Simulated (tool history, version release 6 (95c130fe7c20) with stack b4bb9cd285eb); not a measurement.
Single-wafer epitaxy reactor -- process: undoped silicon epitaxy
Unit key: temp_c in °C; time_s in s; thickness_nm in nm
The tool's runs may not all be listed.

| run | hour | temp_c | time_s | thickness_nm |
|---|---|---|---|---|
| 1 | 0 | 650 | 445 | 71.443 |
| 2 | 3.7 | 650 | 390 | 62.916 |
| 3 | 11.5 | 648 | 390 | 59.984 |
| 4 | 16 | 647 | 390 | 57.562 |
| 5 | 21 | 647 | 444 | 65.467 |
| 6 | 29.2 | 647 | 478 | 71.367 |

Run 7 is up next; what results do you expect?
| 7 | 34.8 | 644 | 478 | ? |

{"run 7": {"thickness_nm": 65.886}}
